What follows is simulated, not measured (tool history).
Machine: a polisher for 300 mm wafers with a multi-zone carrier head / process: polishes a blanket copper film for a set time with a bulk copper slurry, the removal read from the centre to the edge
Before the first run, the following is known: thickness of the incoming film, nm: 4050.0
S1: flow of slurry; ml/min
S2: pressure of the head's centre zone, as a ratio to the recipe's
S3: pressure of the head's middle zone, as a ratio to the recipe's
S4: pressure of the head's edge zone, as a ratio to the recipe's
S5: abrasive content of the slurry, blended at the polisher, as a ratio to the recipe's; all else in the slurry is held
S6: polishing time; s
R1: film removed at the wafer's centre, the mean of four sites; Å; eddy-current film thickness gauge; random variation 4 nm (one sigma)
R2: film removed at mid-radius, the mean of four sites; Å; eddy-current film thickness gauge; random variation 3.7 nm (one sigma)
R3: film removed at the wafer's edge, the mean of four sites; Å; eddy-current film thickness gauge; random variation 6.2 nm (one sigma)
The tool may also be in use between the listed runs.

run	hour	S1	S2	S3	S4	S5	S6	R1	R2	R3
1	0	270	1	1	1	1	34	4296.6	4460	4411.4
2	1.3	235	1	1	1	1	34	4183.1	4450.9	4334.6
3	7.6	270	1.03	0.99	1.06	1.05	34	4518.7	4617.1	4517.5
4	11.8	270	1.03	0.99	1.02	1.05	34	4484.2	4468.1	4540.8
5	14	270	1.03	0.99	1.02	0.85	34	4237.6	4280.3	4232.9
6	20.1	295	1.04	0.95	1.06	1	34	4427.2	4465.4	4593.9
7	23.3	315	1.08	0.92	1.08	1.05	34	4788.8	4383.9	4604.9
8	27.4	325	1.08	0.89	1.11	1.15	34	4892.4	4416.5	4911.6
9	30	335	1.09	0.89	1.13	1.2	34	5103.6	4501.6	4888.5

Estimate the outcome of run 10 from the log above:
10	34.9	335	1.09	0.89	1.13	1.2	34	?	?	?

{"run 10": {"R1": 5079.5, "R2": 4476.6, "R3": 5077.4}}

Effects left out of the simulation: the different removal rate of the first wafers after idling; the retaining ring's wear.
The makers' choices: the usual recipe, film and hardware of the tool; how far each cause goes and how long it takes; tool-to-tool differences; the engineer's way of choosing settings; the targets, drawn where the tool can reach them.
